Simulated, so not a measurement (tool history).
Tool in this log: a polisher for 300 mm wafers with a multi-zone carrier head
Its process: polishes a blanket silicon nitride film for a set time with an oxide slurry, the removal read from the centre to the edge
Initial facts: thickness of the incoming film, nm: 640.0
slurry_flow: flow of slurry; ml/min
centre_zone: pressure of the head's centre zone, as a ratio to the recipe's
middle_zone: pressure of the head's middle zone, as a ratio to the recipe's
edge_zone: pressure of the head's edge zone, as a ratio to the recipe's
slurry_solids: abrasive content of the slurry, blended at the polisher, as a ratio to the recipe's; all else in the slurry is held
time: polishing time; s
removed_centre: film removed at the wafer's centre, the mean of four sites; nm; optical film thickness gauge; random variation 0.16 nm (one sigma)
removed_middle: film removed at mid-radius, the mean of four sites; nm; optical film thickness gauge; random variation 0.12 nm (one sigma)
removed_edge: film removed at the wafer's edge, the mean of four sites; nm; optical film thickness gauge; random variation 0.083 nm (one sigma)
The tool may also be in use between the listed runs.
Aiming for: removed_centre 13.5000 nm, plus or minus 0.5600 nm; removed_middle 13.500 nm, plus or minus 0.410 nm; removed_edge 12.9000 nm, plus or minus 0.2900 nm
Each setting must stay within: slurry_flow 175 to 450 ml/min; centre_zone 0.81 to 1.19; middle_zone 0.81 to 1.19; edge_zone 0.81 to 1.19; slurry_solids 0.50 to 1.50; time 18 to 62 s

| run | hour | slurry_flow | centre_zone | middle_zone | edge_zone | slurry_solids | time | removed_centre | removed_middle | removed_edge |
|---|---|---|---|---|---|---|---|---|---|---|
| 1 | 0.0 | 290 | 1.00 | 1.00 | 1.00 | 1.00 | 40 | 33.7510 | 32.349 | 32.5260 |
| 2 | 5.3 | 250 | 0.97 | 0.98 | 0.94 | 0.85 | 33 | 24.5420 | 23.675 | 23.3820 |
| 3 | 12.0 | 250 | 0.97 | 0.91 | 0.94 | 0.85 | 33 | 24.6190 | 22.003 | 23.7070 |
| 4 | 18.7 | 250 | 0.97 | 0.91 | 0.94 | 0.85 | 27 | 19.8710 | 18.079 | 19.0670 |
|  | 24.6 | centre zone pressure recalibrated |
| 5 | 24.6 | 255 | 0.95 | 0.92 | 0.91 | 0.75 | 25 | 15.7180 | 15.058 | 16.2410 |
| 6 | 27.9 | 190 | 0.95 | 0.92 | 0.91 | 0.75 | 25 | 15.4670 | 14.718 | 15.7360 |
| 7 | 32.5 | 175 | 0.96 | 1.00 | 0.81 | 0.50 | 24 | 9.6543 | 10.195 | 9.4235 |
| 8 | 37.7 | 255 | 1.00 | 1.02 | 0.91 | 0.60 | 24 | 13.0540 | 12.992 | 12.4690 |
| 9 | 44.5 | 270 | 1.00 | 1.02 | 0.91 | 0.60 | 24 | 12.9220 | 13.195 | 12.5560 |

Exactly one of the 4 candidate moves below puts every result within its allowed miss. Which one?
| A | 51.3 | 255 | 1.08 | 1.07 | 0.88 | 0.60 | 23 | ? | ? | ? |
| B | 51.3 | 225 | 0.92 | 1.04 | 0.84 | 0.55 | 27 | ? | ? | ? |
| C | 51.3 | 260 | 1.09 | 1.08 | 0.93 | 0.65 | 21 | ? | ? | ? |
| D | 51.3 | 225 | 1.01 | 1.01 | 0.89 | 0.60 | 25 | ? | ? | ? |

| move | removed_centre | removed_middle | removed_edge |
|---|---|---|---|
| A | 13.0030 | 13.042 | 11.9260 |
| B | 12.4810 | 13.476 | 12.3860 |
| C | 12.9460 | 13.010 | 12.1020 |
| D | 13.4370 | 13.390 | 12.9600 |
A: its largest miss is bigger than the last run's
B: its largest miss is bigger than the last run's
C: its largest miss is bigger than the last run's
D: each result inside its tolerance
The move that meets every target is D.

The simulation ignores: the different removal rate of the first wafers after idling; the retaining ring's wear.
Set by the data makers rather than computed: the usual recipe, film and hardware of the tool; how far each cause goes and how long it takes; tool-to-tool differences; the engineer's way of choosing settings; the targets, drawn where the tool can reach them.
